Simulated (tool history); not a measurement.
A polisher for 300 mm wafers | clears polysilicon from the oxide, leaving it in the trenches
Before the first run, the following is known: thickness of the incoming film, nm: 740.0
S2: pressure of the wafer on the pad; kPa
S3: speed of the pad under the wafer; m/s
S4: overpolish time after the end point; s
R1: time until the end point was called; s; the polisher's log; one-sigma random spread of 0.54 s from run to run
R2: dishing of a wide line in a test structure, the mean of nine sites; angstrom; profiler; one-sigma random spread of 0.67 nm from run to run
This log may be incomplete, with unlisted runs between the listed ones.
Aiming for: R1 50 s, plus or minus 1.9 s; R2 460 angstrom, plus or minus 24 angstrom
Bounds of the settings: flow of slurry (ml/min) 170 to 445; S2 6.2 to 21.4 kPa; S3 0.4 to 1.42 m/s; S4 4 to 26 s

run 1 hour=0 | flow_of_slurry_(ml/min)=285 S2=13.8 S3=0.9 S4=13 | R1=78.344 R2=430.85
run 2 hour=2.3 | flow_of_slurry_(ml/min)=285 S2=15.2 S3=0.9 S4=12 | R1=71.754 R2=428.89
run 3 hour=3 | flow_of_slurry_(ml/min)=285 S2=15.2 S3=0.9 S4=14 | R1=72.885 R2=445.38
run 4 hour=9.2 | flow_of_slurry_(ml/min)=285 S2=16.5 S3=0.9 S4=13 | R1=67.233 R2=431.92
run 5 hour=17.5 | flow_of_slurry_(ml/min)=285 S2=16.5 S3=1.08 S4=13 | R1=56.428 R2=450.59
run 6 hour=23.3 | flow_of_slurry_(ml/min)=285 S2=17.2 S3=1.08 S4=13 | R1=56.013 R2=456.4
run 7 hour=26.7 | flow_of_slurry_(ml/min)=285 S2=17.9 S3=1.08 S4=13 | R1=52.898 R2=456.27
run 8 hour=30.2 | flow_of_slurry_(ml/min)=285 S2=18.6 S3=1.08 S4=13 | R1=52.275 R2=464

Exercise: of the 5 proposed moves below, exactly one satisfies all targets within the stated allowed misses. Which move is it?
run A hour=33.7 | flow_of_slurry_(ml/min)=305 S2=19.3 S3=1 S4=9 | R1=? R2=?
run B hour=33.7 | flow_of_slurry_(ml/min)=315 S2=20 S3=0.96 S4=11 | R1=? R2=?
run C hour=33.7 | flow_of_slurry_(ml/min)=290 S2=19.3 S3=1.1 S4=12 | R1=? R2=?
run D hour=33.7 | flow_of_slurry_(ml/min)=335 S2=18.6 S3=0.98 S4=16 | R1=? R2=?
run E hour=33.7 | flow_of_slurry_(ml/min)=330 S2=19.3 S3=0.98 S4=14 | R1=? R2=?

move=A R1=55.075 R2=433.48
move=B R1=55.443 R2=451.13
move=C R1=50.787 R2=462.4
move=D R1=57.163 R2=469.59
move=E R1=55.678 R2=465.43
A: its largest miss is bigger than the last run's
B: its largest miss is bigger than the last run's
C: in spec on every target
D: its largest miss is bigger than the last run's
E: its largest miss is bigger than the last run's
Move C is the one to make.

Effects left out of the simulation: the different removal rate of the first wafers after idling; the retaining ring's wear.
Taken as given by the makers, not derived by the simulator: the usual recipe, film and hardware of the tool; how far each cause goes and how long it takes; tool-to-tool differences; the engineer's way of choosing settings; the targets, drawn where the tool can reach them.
